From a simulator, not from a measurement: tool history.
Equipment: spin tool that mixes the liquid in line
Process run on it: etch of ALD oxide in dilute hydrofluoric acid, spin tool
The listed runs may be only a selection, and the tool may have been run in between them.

run,day,temperature setpoint of the liquid (°C),parts of water to one part of 49 % hydrofluoric acid (parts by volume),time under the liquid (s),thickness taken off the ALD oxide on a monitor wafer (nm)
1,0,22,140,305,25.569
2,0.246,22,140,325,26.861
3,0.371,21,145,325,24.463
4,0.404,20.5,145,325,24.107
5,0.592,20,145,325,24.205
6,0.875,19.5,150,325,22.695
7,0.992,19,150,325,22.267
8,1.292,18.5,150,325,21.445

Expected results for the next run?
9,1.312,17.5,155,325,?

{"run 9": {"thickness taken off the ALD oxide on a monitor wafer (nm)": 19.731}}
